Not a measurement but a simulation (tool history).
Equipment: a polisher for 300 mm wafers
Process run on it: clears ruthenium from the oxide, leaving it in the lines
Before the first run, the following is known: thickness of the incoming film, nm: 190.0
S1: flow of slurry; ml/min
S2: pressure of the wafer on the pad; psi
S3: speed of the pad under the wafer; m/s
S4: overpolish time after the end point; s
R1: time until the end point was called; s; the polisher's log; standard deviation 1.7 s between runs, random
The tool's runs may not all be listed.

run,hour,S1,S2,S3,S4,R1
1,0,165,2.5,1,5,108.22
2,2.3,185,2.5,1,5,107.4
3,3.9,185,2.5,1,5,105.84
4,10.5,185,2.4,1,5,108.51
5,15.2,185,2.4,1,5,108.03
6,22.1,180,2.3,1,5,112.05
7,29.6,180,2.2,1,5,116.49
8,38.2,180,2.1,1,5,118.42

Estimate the outcome of run 9 from the log above:
9,45.7,165,1.4,0.98,5,?

{"run 9": {"R1": 166.29}}

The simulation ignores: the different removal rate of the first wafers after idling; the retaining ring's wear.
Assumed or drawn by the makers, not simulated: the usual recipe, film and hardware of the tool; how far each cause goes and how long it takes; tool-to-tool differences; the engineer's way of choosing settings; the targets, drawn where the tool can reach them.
